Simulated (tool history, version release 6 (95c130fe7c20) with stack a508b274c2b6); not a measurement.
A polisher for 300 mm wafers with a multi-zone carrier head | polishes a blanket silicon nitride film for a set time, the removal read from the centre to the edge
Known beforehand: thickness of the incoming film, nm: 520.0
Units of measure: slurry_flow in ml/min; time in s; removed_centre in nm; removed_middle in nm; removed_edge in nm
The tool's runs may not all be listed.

| run | hour | slurry_flow | centre_zone | middle_zone | edge_zone | time | removed_centre | removed_middle | removed_edge |
|---|---|---|---|---|---|---|---|---|---|
| 1 | 0 | 125 | 1 | 1 | 1 | 70 | 225.33 | 207.01 | 204.61 |
| 2 | 2.9 | 125 | 1 | 0.94 | 1 | 70 | 229.26 | 198.47 | 206.39 |
| 3 | 9.1 | 125 | 1 | 0.94 | 0.93 | 70 | 225.39 | 198.46 | 201.94 |
| 4 | 17.1 | 125 | 1 | 1.03 | 0.93 | 70 | 220.79 | 211.35 | 200.07 |
| 5 | 20.2 | 125 | 1 | 1.03 | 0.93 | 80 | 252.33 | 242.01 | 234.22 |
| 6 | 25.5 | 110 | 0.95 | 1.02 | 1 | 77 | 226.69 | 227.81 | 220.03 |
| 7 | 32.5 | 100 | 0.91 | 1 | 1.05 | 75 | 203.62 | 208.12 | 213.46 |
| 8 | 35.2 | 95 | 0.88 | 1 | 1.09 | 74 | 188.96 | 204.47 | 220.63 |
|  | 40.8 | centre zone pressure recalibrated |
| 9 | 40.8 | 80 | 0.81 | 0.95 | 1.06 | 70 | 141.77 | 170.18 | 196.62 |
| 10 | 44.8 | 90 | 0.82 | 0.95 | 1.06 | 70 | 150.77 | 184.72 | 198.01 |

Run 11, settings as shown, results not yet in. Your forecast:
| 11 | 45.8 | 90 | 0.83 | 0.94 | 1.08 | 70 | ? | ? | ? |

{"run 11": {"removed_centre": 154.4, "removed_middle": 178.93, "removed_edge": 198.46}}
